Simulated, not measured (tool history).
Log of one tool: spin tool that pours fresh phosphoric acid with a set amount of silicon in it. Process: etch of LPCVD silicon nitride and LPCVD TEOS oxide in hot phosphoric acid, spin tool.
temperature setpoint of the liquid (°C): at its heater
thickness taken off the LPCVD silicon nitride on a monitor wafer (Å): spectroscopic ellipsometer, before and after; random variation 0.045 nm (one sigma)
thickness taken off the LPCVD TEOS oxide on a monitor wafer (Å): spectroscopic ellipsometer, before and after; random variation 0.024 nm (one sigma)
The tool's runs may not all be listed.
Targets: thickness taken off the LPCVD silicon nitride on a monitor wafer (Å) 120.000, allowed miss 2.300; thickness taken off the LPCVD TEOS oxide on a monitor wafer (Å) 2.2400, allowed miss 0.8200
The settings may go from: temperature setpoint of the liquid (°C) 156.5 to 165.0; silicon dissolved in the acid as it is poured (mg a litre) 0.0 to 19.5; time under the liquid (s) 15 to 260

run	hour	temperature setpoint of the liquid (°C)	silicon dissolved in the acid as it is poured (mg a litre)	time under the liquid (s)	thickness taken off the LPCVD silicon nitride on a monitor wafer (Å)	thickness taken off the LPCVD TEOS oxide on a monitor wafer (Å)
1	0.0	160.0	8.5	130	107.780	2.2415
2	5.5	160.0	8.5	80	66.163	1.4759
3	10.9	160.5	9.5	85	71.325	1.7460
4	14.4	160.5	4.5	85	71.894	1.8474
5	18.3	160.5	0.0	85	71.596	2.2954
6	20.2	160.5	2.0	85	71.189	2.1575
7	23.7	161.0	3.5	90	77.148	1.9727
8	27.6	161.5	3.5	95	83.598	2.1623
9	29.2	162.0	4.0	95	84.219	2.1649
10	34.5	162.5	4.5	100	89.727	2.2740
11	35.3	162.5	5.0	100	89.749	2.6711
12	40.5	163.0	0.0	140	127.780	3.4774
13	48.6	163.0	1.0	140	127.890	3.5324
14	51.4	163.0	2.0	140	128.090	4.3015
15	55.0	163.0	3.5	140	127.450	3.0509
16	63.5	163.0	4.0	140	129.350	3.6455
17	68.6	163.0	5.0	140	127.800	3.8288
18	73.8	162.5	5.0	140	126.990	3.1893
19	78.2	162.5	5.5	140	125.620	2.5965
20	79.9	162.0	6.0	140	123.410	2.7319
21	80.8	162.0	6.5	140	123.990	3.4958
22	82.7	162.0	7.0	140	124.160	3.6096
23	85.0	162.0	6.0	140	124.200	2.5105

4 next moves are on the table. One of them brings every result within its allowed miss. Which?
A	87.3	156.5	6.5	175	?	?
B	87.3	157.5	11.5	170	?	?
C	87.3	157.5	16.5	170	?	?
D	87.3	160.0	17.5	145	?	?

move	thickness taken off the LPCVD silicon nitride on a monitor wafer (Å)	thickness taken off the LPCVD TEOS oxide on a monitor wafer (Å)
A	129.420	2.3846
B	130.080	2.2398
C	130.080	1.9823
D	120.730	1.9842
A: further off than the last run
B: further off than the last run
C: further off than the last run
D: meets every target
Answer: D

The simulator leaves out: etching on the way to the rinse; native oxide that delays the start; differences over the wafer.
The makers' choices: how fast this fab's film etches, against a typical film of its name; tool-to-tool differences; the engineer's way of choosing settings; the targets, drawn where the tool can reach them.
